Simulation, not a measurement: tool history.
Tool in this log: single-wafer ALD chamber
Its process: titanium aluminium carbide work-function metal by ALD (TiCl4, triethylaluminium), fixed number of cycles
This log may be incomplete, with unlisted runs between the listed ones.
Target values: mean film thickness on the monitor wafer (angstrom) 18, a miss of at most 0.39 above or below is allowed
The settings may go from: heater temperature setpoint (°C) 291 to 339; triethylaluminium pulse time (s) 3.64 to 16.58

| run | day | heater temperature setpoint (°C) | triethylaluminium pulse time (s) | mean film thickness on the monitor wafer (angstrom) |
|---|---|---|---|---|
| 1 | 0 | 315 | 10.11 | 21.317 |
| 2 | 0.358 | 312 | 9.33 | 20.581 |
| 3 | 0.404 | 310 | 9.04 | 20.147 |
| 4 | 0.517 | 308 | 8.9 | 20.044 |
| 5 | 0.875 | 297 | 8.9 | 19.121 |
| 6 | 0.983 | 297 | 5.99 | 16.243 |
| 7 | 1.304 | 309 | 7.03 | 18.451 |
| 8 | 1.667 | 309 | 7.01 | 18.507 |

Of the 5 settings listed for the next run, only one would bring every result within its allowed miss of target. Which one?
| A | 2.029 | 317 | 7.02 | ? |
| B | 2.029 | 313 | 6.36 | ? |
| C | 2.029 | 316 | 8.05 | ? |
| D | 2.029 | 299 | 8.39 | ? |
| E | 2.029 | 317 | 7.5 | ? |

| move | mean film thickness on the monitor wafer (angstrom) |
|---|---|
| A | 19.025 |
| B | 17.913 |
| C | 19.984 |
| D | 18.983 |
| E | 19.545 |
A: moves away from the targets compared with the last run
B: all results land within tolerance of their targets
C: moves away from the targets compared with the last run
D: moves away from the targets compared with the last run
E: moves away from the targets compared with the last run
Answer: B
